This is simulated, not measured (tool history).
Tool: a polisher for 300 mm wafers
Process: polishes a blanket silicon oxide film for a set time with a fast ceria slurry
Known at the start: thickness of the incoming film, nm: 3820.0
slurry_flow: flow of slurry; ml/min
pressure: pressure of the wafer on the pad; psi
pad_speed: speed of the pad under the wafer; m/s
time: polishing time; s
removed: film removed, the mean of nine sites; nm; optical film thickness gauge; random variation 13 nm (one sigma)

run    day  slurry_flow  pressure  pad_speed  time  removed
  1  0.000          230       3.3       0.90    94   1783.2
  2  0.029          230       2.8       0.86    94   1501.0
  3  0.129          230       3.3       0.86    94   1715.8
  4  0.354          230       2.8       0.82    94   1444.8
  5  0.671          230       2.8       1.00    94   1783.0
  6  0.700          230       2.8       0.82    94   1399.1
  7  0.750          230       2.5       0.80    94   1288.9

The next listed run, before its measurement:
  8  0.846          230       2.2       0.78    94        ?

removed: 1132.4 nm

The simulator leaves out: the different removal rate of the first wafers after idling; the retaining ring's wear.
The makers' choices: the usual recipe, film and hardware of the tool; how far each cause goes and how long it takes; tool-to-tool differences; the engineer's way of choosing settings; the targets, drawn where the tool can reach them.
